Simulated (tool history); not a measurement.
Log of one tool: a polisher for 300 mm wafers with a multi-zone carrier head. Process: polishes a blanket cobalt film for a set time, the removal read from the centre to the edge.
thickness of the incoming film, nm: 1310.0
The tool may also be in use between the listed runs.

run    day  flow of slurry (ml/min)  pressure of the head's centre zone  pressure of the head's middle zone  pressure of the head's edge zone  polishing time (s)  film removed at the wafer's centre (nm)  film removed at mid-radius (nm)  film removed at the wafer's edge (nm)
  1  0.000                      205                                1.00                                1.00                              1.00                  80                                   422.19                           404.96                                 401.60
  2  0.038                      200                                1.01                                0.96                              0.98                  72                                   389.58                           357.61                                 363.53
  3  0.262                      200                                1.01                                0.87                              0.98                  72                                   373.17                           339.30                                 365.26
  4  0.517                      195                                1.03                                0.86                              0.97                  65                                   342.50                           293.38                                 323.41
  5  0.542                      195                                1.03                                0.95                              0.97                  65                                   352.55                           317.17                                 321.62
  6  0.696                      180                                1.03                                0.95                              0.97                  65                                   339.04                           317.61                                 317.23
  7  0.762                      180                                1.03                                0.95                              0.97                  65                                   349.78                           308.29                                 318.47
  8  1.104                      170                                1.03                                0.93                              0.95                  61                                   318.48                           288.75                                 294.15

Run 9 comes next. What will it give?
     1.179  -- edge zone pressure recalibrated
  9  1.179                      180                                1.13                                0.83                              0.97                  39                                        ?                                ?                                      ?

Run 9 gave film removed at the wafer's centre (nm) 225.97, film removed at mid-radius (nm) 172.93, film removed at the wafer's edge (nm) 198.58.
